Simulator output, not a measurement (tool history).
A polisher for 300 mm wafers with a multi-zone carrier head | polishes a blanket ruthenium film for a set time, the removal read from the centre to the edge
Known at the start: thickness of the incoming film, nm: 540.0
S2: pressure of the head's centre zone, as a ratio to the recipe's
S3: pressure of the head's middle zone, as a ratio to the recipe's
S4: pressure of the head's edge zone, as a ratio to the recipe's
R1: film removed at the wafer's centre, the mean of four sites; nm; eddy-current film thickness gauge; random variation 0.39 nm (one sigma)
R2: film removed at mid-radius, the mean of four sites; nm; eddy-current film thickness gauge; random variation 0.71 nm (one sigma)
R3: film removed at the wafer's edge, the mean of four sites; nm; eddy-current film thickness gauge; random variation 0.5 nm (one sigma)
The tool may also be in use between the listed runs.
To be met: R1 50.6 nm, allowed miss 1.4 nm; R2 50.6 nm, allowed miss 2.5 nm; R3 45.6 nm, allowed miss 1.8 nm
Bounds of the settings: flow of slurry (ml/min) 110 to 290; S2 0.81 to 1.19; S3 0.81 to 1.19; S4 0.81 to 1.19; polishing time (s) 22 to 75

{"run": 1, "hour": 0.0, "flow of slurry (ml/min)": 185, "S2": 1, "S3": 1, "S4": 1, "polishing time (s)": 48, "R1": 63.953, "R2": 65.31, "R3": 66.114}
{"run": 2, "hour": 3.0, "flow of slurry (ml/min)": 205, "S2": 1, "S3": 1, "S4": 1, "polishing time (s)": 48, "R1": 65.191, "R2": 66.77, "R3": 68.537}
{"run": 3, "hour": 9.5, "flow of slurry (ml/min)": 185, "S2": 1, "S3": 1, "S4": 1, "polishing time (s)": 48, "R1": 64.492, "R2": 65.77, "R3": 69.427}
{"run": 4, "hour": 14.6, "flow of slurry (ml/min)": 220, "S2": 1, "S3": 1, "S4": 1, "polishing time (s)": 48, "R1": 68.011, "R2": 68.573, "R3": 68.395}
{"run": 5, "hour": 22.2, "flow of slurry (ml/min)": 245, "S2": 1, "S3": 1, "S4": 1, "polishing time (s)": 48, "R1": 68.3, "R2": 70.838, "R3": 70.267}
{"run": 6, "hour": 27.0, "flow of slurry (ml/min)": 245, "S2": 1.06, "S3": 1, "S4": 1, "polishing time (s)": 48, "R1": 71.635, "R2": 68.09, "R3": 70.778}
{"run": 7, "hour": 32.3, "flow of slurry (ml/min)": 245, "S2": 1.06, "S3": 1.01, "S4": 0.96, "polishing time (s)": 45, "R1": 67.458, "R2": 64.992, "R3": 63.405}
{"hour": 41.1, "done": "slurry nozzle cleaned"}
{"run": 8, "hour": 41.1, "flow of slurry (ml/min)": 235, "S2": 1.05, "S3": 1, "S4": 0.93, "polishing time (s)": 43, "R1": 67.699, "R2": 66.954, "R3": 64.082}
{"run": 9, "hour": 48.9, "flow of slurry (ml/min)": 240, "S2": 1.07, "S3": 1.03, "S4": 0.95, "polishing time (s)": 40, "R1": 64.729, "R2": 62.112, "R3": 59.791}
{"run": 10, "hour": 55.3, "flow of slurry (ml/min)": 235, "S2": 1.07, "S3": 1.04, "S4": 0.94, "polishing time (s)": 37, "R1": 60.206, "R2": 58.96, "R3": 54.532}
{"run": 11, "hour": 60.5, "flow of slurry (ml/min)": 225, "S2": 1.07, "S3": 1.06, "S4": 0.95, "polishing time (s)": 36, "R1": 58.848, "R2": 59.169, "R3": 53.767}
{"run": 12, "hour": 68.5, "flow of slurry (ml/min)": 220, "S2": 1.07, "S3": 1.06, "S4": 0.95, "polishing time (s)": 34, "R1": 54.375, "R2": 53.436, "R3": 50.743}
{"run": 13, "hour": 73.8, "flow of slurry (ml/min)": 220, "S2": 1.07, "S3": 1.06, "S4": 0.95, "polishing time (s)": 34, "R1": 54.4, "R2": 54.879, "R3": 50.149}

4 next moves are on the table. One of them brings every result within its allowed miss. Which?
{"run": "A", "hour": 79.1, "flow of slurry (ml/min)": 280, "S2": 1.12, "S3": 1.1, "S4": 0.95, "polishing time (s)": 36, "R1": "?", "R2": "?", "R3": "?"}
{"run": "B", "hour": 79.1, "flow of slurry (ml/min)": 140, "S2": 0.81, "S3": 1.15, "S4": 0.96, "polishing time (s)": 42, "R1": "?", "R2": "?", "R3": "?"}
{"run": "C", "hour": 79.1, "flow of slurry (ml/min)": 240, "S2": 1.12, "S3": 1.11, "S4": 0.97, "polishing time (s)": 36, "R1": "?", "R2": "?", "R3": "?"}
{"run": "D", "hour": 79.1, "flow of slurry (ml/min)": 225, "S2": 1.12, "S3": 1.14, "S4": 1.02, "polishing time (s)": 30, "R1": "?", "R2": "?", "R3": "?"}

move=A R1=62.37 R2=59.494 R3=54.082
move=B R1=47.458 R2=65.984 R3=59.291
move=C R1=61.261 R2=58.989 R3=53.948
move=D R1=50.643 R2=49.922 R3=45.786
A: further off than the last run
B: takes the result that was furthest off past its target
C: further off than the last run
D: meets every target
Move D is the one to make.
